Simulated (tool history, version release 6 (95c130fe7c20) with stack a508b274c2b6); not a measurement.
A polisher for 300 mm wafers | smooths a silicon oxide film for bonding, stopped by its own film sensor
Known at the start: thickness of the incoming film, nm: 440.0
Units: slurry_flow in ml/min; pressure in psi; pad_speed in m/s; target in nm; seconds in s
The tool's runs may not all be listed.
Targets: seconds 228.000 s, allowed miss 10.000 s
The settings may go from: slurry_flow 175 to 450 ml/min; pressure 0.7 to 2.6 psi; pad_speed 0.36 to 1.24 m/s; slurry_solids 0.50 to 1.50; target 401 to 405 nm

| run | hour | slurry_flow | pressure | pad_speed | slurry_solids | target | seconds |
|---|---|---|---|---|---|---|---|
| 1 | 0.0 | 290 | 1.6 | 0.80 | 1.00 | 401 | 87.884 |
| 2 | 6.8 | 245 | 1.6 | 0.80 | 1.00 | 401 | 92.854 |
| 3 | 11.8 | 245 | 1.6 | 0.80 | 1.00 | 401 | 91.423 |
| 4 | 12.8 | 295 | 1.6 | 0.80 | 1.00 | 401 | 87.852 |
| 5 | 17.8 | 285 | 1.4 | 0.74 | 1.00 | 401 | 108.030 |
| 6 | 26.2 | 285 | 1.4 | 0.92 | 1.00 | 401 | 90.664 |
| 7 | 30.8 | 280 | 1.3 | 0.84 | 1.00 | 401 | 103.570 |
| 8 | 32.7 | 275 | 1.2 | 0.78 | 1.00 | 401 | 121.100 |
| 9 | 33.8 | 270 | 1.1 | 0.74 | 1.00 | 401 | 139.640 |
| 10 | 37.0 | 265 | 1.0 | 0.72 | 1.00 | 401 | 153.680 |
| 11 | 38.3 | 260 | 0.7 | 0.52 | 0.95 | 401 | 290.580 |
| 12 | 42.6 | 265 | 0.7 | 0.52 | 0.95 | 401 | 285.870 |
| 13 | 47.9 | 270 | 1.1 | 0.54 | 0.95 | 401 | 183.140 |
|  | 56.5 | head pressure recalibrated |
| 14 | 56.5 | 260 | 1.1 | 0.54 | 0.95 | 401 | 195.070 |
| 15 | 60.4 | 250 | 1.1 | 0.54 | 0.95 | 401 | 198.650 |
| 16 | 62.9 | 240 | 1.1 | 0.54 | 0.95 | 401 | 196.710 |
| 17 | 67.3 | 235 | 1.1 | 0.54 | 0.95 | 401 | 193.380 |
| 18 | 68.6 | 235 | 1.0 | 0.54 | 0.95 | 401 | 208.220 |

Which of these 4 next moves meets every target?
| A | 69.9 | 230 | 0.7 | 0.68 | 1.25 | 401 | ? |
| B | 69.9 | 205 | 1.0 | 0.56 | 1.05 | 401 | ? |
| C | 69.9 | 250 | 1.1 | 0.66 | 0.55 | 404 | ? |
| D | 69.9 | 255 | 1.2 | 0.50 | 0.90 | 405 | ? |

| move | seconds |
|---|---|
| A | 226.320 |
| B | 204.480 |
| C | 190.700 |
| D | 173.790 |
A: meets every target
B: further off than the last run
C: further off than the last run
D: further off than the last run
Answer: A

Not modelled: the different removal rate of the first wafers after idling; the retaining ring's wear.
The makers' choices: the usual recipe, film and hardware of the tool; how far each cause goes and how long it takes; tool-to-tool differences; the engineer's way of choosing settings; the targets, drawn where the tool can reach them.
